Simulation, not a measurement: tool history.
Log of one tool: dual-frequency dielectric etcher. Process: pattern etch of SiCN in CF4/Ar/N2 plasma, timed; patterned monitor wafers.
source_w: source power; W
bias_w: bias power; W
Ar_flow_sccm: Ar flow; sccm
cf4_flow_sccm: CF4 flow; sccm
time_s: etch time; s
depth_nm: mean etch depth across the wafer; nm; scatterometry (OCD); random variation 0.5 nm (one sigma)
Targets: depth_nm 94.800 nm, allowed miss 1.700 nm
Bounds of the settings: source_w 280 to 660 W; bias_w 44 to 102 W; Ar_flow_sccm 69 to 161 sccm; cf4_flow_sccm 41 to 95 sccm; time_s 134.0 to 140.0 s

run	hour	source_w	bias_w	Ar_flow_sccm	cf4_flow_sccm	time_s	depth_nm
1	0.0	470	73	115	68	134.0	123.600
2	6.2	520	73	115	68	134.0	135.590
3	9.5	480	73	115	68	134.0	125.540
4	17.0	450	73	115	68	134.0	116.470
5	19.7	450	73	134	68	134.0	112.350
6	26.9	420	73	134	68	134.0	105.150
7	31.1	410	73	134	68	134.0	102.080
8	38.8	400	73	134	68	134.0	99.719
9	43.7	390	73	134	68	134.0	97.228

Which of these 5 next moves meets every target?
A	48.6	400	63	121	74	134.5	?
B	48.6	380	71	124	65	138.5	?
C	48.6	390	62	141	71	137.5	?
D	48.6	390	75	136	71	137.5	?
E	48.6	400	70	148	67	140.0	?

move	depth_nm
A	100.300
B	97.042
C	95.156
D	100.470
E	100.150
A: further off than the last run
B: nearer than the last run, and not there yet
C: meets every target
D: further off than the last run
E: further off than the last run
Move C is the one to make.

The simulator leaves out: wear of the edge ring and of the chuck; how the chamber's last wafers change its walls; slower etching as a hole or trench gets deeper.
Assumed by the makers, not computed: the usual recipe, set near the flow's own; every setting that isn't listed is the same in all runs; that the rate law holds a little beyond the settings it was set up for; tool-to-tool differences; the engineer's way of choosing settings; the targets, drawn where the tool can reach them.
